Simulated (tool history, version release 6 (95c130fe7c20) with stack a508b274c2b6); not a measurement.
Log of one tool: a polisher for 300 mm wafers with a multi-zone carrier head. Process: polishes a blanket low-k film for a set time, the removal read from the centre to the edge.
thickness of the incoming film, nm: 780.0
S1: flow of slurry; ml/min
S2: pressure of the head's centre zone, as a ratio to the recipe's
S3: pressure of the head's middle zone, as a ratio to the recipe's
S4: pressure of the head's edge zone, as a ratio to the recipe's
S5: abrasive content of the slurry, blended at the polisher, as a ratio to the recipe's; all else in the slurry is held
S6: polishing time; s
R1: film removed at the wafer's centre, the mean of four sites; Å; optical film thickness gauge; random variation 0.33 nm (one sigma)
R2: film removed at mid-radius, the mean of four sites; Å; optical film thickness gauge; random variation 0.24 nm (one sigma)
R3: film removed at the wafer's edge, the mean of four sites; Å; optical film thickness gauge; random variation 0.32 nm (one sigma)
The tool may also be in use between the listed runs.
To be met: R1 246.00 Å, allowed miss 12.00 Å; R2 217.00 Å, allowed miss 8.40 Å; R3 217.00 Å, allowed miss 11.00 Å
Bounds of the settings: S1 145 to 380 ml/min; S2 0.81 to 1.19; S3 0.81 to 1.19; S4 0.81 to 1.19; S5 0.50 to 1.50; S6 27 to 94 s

Run 1, day 0.000: S1 245 ml/min, S2 1.00, S3 1.00, S4 1.00, S5 1.00, S6 60 s. Result: R1 268.57 Å, R2 254.60 Å, R3 264.08 Å.
Run 2, day 0.079: S1 245 ml/min, S2 1.06, S3 1.00, S4 1.00, S5 1.00, S6 60 s. Result: R1 290.15 Å, R2 255.75 Å, R3 270.84 Å.
Run 3, day 0.250: S1 245 ml/min, S2 1.00, S3 1.00, S4 1.00, S5 1.00, S6 60 s. Result: R1 269.84 Å, R2 256.07 Å, R3 263.23 Å.
Run 4, day 0.408: S1 245 ml/min, S2 1.00, S3 0.99, S4 0.96, S5 0.95, S6 60 s. Result: R1 265.50 Å, R2 247.50 Å, R3 254.72 Å.
Run 5, day 0.529: S1 245 ml/min, S2 1.00, S3 0.99, S4 0.96, S5 0.95, S6 51 s. Result: R1 222.53 Å, R2 209.73 Å, R3 216.79 Å.
Run 6, day 0.750: S1 245 ml/min, S2 1.00, S3 0.99, S4 0.96, S5 0.75, S6 51 s. Result: R1 202.14 Å, R2 191.27 Å, R3 192.44 Å.
Run 7, day 0.867: S1 250 ml/min, S2 1.03, S3 1.01, S4 0.97, S5 0.80, S6 51 s. Result: R1 216.11 Å, R2 199.86 Å, R3 198.69 Å.
Run 8, day 0.946: S1 255 ml/min, S2 1.05, S3 1.02, S4 0.98, S5 0.85, S6 51 s. Result: R1 219.11 Å, R2 208.23 Å, R3 210.63 Å.

Which of these 5 next moves meets every target?
Run A, day 1.025: S1 360 ml/min, S2 0.91, S3 1.10, S4 1.19, S5 1.50, S6 37 s. Result: R1 ?, R2 ?, R3 ?.
Run B, day 1.025: S1 205 ml/min, S2 1.16, S3 0.93, S4 0.92, S5 0.80, S6 52 s. Result: R1 ?, R2 ?, R3 ?.
Run C, day 1.025: S1 355 ml/min, S2 0.95, S3 0.98, S4 1.04, S5 1.10, S6 43 s. Result: R1 ?, R2 ?, R3 ?.
Run D, day 1.025: S1 335 ml/min, S2 0.91, S3 1.07, S4 1.19, S5 1.10, S6 42 s. Result: R1 ?, R2 ?, R3 ?.
Run E, day 1.025: S1 255 ml/min, S2 1.07, S3 0.99, S4 0.91, S5 0.80, S6 56 s. Result: R1 ?, R2 ?, R3 ?.

move      R1      R2      R3
   A  179.56  208.66  201.91
   B  241.74  191.71  193.66
   C  194.40  196.29  197.58
   D  181.18  205.77  204.18
   E  244.32  221.11  209.93
A: further off than the last run
B: brings the result that was furthest off to its target, and leaves another outside
C: further off than the last run
D: further off than the last run
E: meets every target
Move E is the one to make.

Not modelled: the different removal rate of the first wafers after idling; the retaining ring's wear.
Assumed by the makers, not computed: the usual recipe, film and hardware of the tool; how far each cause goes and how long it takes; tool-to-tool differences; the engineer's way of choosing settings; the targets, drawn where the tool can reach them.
